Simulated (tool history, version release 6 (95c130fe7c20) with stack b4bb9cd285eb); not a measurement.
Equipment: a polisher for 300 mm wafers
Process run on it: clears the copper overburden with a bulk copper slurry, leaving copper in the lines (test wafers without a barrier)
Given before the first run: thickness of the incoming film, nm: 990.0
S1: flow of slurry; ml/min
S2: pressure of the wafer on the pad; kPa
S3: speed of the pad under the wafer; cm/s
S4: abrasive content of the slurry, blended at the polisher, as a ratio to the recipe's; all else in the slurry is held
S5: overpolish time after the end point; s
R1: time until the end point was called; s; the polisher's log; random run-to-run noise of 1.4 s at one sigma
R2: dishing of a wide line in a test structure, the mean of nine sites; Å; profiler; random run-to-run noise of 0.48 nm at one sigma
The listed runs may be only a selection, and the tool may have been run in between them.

{"run": 1, "hour": 0.0, "S1": 285, "S2": 15.9, "S3": 108, "S4": 1, "S5": 14, "R1": 118.89, "R2": 550.58}
{"run": 2, "hour": 8.3, "S1": 285, "S2": 11.7, "S3": 108, "S4": 1, "S5": 14, "R1": 158.14, "R2": 420.83}
{"run": 3, "hour": 16.0, "S1": 315, "S2": 11, "S3": 118, "S4": 1.1, "S5": 12, "R1": 149.42, "R2": 379.26}
{"run": 4, "hour": 22.1, "S1": 340, "S2": 11, "S3": 126, "S4": 1.15, "S5": 11, "R1": 136.11, "R2": 368.46}
{"run": 5, "hour": 30.7, "S1": 310, "S2": 11, "S3": 126, "S4": 1.15, "S5": 11, "R1": 142.1, "R2": 384.33}
{"run": 6, "hour": 39.3, "S1": 310, "S2": 14.5, "S3": 126, "S4": 1.15, "S5": 11, "R1": 108.55, "R2": 461.64}
{"run": 7, "hour": 43.4, "S1": 335, "S2": 13.8, "S3": 134, "S4": 1.2, "S5": 10, "R1": 110.29, "R2": 445.72}
{"run": 8, "hour": 45.4, "S1": 355, "S2": 13.8, "S3": 140, "S4": 1.25, "S5": 9, "R1": 103.92, "R2": 430.36}
{"run": 9, "hour": 52.1, "S1": 370, "S2": 13.8, "S3": 146, "S4": 1.3, "S5": 8, "R1": 94.85, "R2": 408.91}
{"run": 10, "hour": 60.5, "S1": 385, "S2": 13.8, "S3": 150, "S4": 1.35, "S5": 7, "R1": 92.464, "R2": 377.79}

Expected results for the next run?
{"run": 11, "hour": 67.4, "S1": 395, "S2": 13.8, "S3": 154, "S4": 1.4, "S5": 6, "R1": "?", "R2": "?"}

R1: 85.687 s
R2: 350.04 Å

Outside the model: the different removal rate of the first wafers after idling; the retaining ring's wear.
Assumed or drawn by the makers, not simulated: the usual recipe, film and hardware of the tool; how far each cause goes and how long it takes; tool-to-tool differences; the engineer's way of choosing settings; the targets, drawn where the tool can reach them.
